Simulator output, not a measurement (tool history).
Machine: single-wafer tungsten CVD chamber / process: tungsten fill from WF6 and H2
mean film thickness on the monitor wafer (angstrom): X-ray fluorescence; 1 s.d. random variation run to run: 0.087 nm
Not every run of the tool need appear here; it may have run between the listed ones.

| run | hour | heater temperature setpoint (K) | chamber pressure (Torr) | deposition time (s) | mean film thickness on the monitor wafer (angstrom) |
|---|---|---|---|---|---|
| 1 | 0.0 | 653.15 | 29.6 | 24.5 | 472.97 |
| 2 | 4.4 | 653.15 | 25.2 | 24.5 | 430.17 |
| 3 | 7.0 | 653.15 | 25.2 | 23.4 | 412.98 |
| 4 | 15.5 | 653.15 | 29.3 | 23.4 | 446.86 |
| 5 | 23.1 | 653.15 | 29.3 | 24.5 | 467.11 |
| 6 | 32.1 | 647.15 | 29.2 | 24.5 | 408.54 |
| 7 | 39.0 | 635.15 | 28.9 | 24.5 | 301.04 |

Run 8 has not been measured yet. What should we expect?
| 8 | 45.3 | 636.15 | 28.9 | 24.5 | ? |

Logged for run 8: mean film thickness on the monitor wafer (angstrom) 308.75.

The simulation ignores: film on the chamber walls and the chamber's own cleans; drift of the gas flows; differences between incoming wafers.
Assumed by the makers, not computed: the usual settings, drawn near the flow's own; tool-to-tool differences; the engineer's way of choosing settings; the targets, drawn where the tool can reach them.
